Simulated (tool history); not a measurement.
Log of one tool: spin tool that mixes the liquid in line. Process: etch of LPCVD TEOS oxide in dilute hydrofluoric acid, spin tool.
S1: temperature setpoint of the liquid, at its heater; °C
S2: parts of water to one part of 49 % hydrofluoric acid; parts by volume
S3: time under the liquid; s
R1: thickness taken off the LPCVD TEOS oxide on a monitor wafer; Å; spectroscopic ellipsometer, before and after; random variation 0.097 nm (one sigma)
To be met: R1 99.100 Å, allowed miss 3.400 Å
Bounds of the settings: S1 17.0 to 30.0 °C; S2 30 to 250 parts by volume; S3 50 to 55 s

run,day,S1,S2,S3,R1
1,0.000,22.0,140,50,124.190
2,0.321,20.5,140,50,118.080
3,0.454,20.5,140,55,128.600
4,0.642,19.0,140,55,122.940
5,0.783,18.5,145,55,115.360
6,1.154,18.5,145,55,112.380
7,1.229,18.0,145,55,113.130
8,1.546,17.5,150,55,106.840

Which of these 4 next moves meets every target?
A,1.862,19.5,170,55,?
B,1.862,23.5,185,55,?
C,1.862,19.0,160,55,?
D,1.862,17.0,135,50,?

move,R1
A,98.234
B,103.670
C,103.350
D,105.250
A: meets every target
B: nearer than the last run, and not there yet
C: nearer than the last run, and not there yet
D: nearer than the last run, and not there yet
Answer: A
